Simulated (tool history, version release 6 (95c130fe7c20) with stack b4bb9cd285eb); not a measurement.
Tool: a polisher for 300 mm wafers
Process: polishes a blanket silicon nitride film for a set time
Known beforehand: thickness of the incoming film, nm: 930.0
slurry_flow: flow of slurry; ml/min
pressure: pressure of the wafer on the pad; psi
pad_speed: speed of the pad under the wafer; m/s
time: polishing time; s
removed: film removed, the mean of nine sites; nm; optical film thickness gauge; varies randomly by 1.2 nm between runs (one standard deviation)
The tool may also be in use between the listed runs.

{"run": 1, "hour": 0.0, "slurry_flow": 320, "pressure": 4.3, "pad_speed": 1.22, "time": 68, "removed": 141.46}
{"run": 2, "hour": 6.6, "slurry_flow": 250, "pressure": 4.3, "pad_speed": 1.22, "time": 68, "removed": 139.1}
{"run": 3, "hour": 10.7, "slurry_flow": 200, "pressure": 4.3, "pad_speed": 1.22, "time": 68, "removed": 135.08}
{"run": 4, "hour": 11.6, "slurry_flow": 225, "pressure": 4.5, "pad_speed": 1.22, "time": 68, "removed": 142.84}
{"run": 5, "hour": 16.6, "slurry_flow": 225, "pressure": 3.6, "pad_speed": 1.22, "time": 68, "removed": 115.23}
{"run": 6, "hour": 23.9, "slurry_flow": 245, "pressure": 4, "pad_speed": 1.22, "time": 68, "removed": 128.55}
{"run": 7, "hour": 30.4, "slurry_flow": 260, "pressure": 4.3, "pad_speed": 1.22, "time": 68, "removed": 136.47}
{"run": 8, "hour": 37.3, "slurry_flow": 265, "pressure": 4.6, "pad_speed": 1.22, "time": 68, "removed": 146.24}
{"run": 9, "hour": 41.2, "slurry_flow": 270, "pressure": 4.8, "pad_speed": 1.22, "time": 68, "removed": 154.02}
{"run": 10, "hour": 47.9, "slurry_flow": 280, "pressure": 4.9, "pad_speed": 1.22, "time": 68, "removed": 158.99}
{"run": 11, "hour": 52.1, "slurry_flow": 290, "pressure": 5, "pad_speed": 1.22, "time": 68, "removed": 161.56}

Expected results for the next run?
{"run": 12, "hour": 60.4, "slurry_flow": 295, "pressure": 5.1, "pad_speed": 1.22, "time": 68, "removed": "?"}

Run 12 measured removed 165.75 nm.
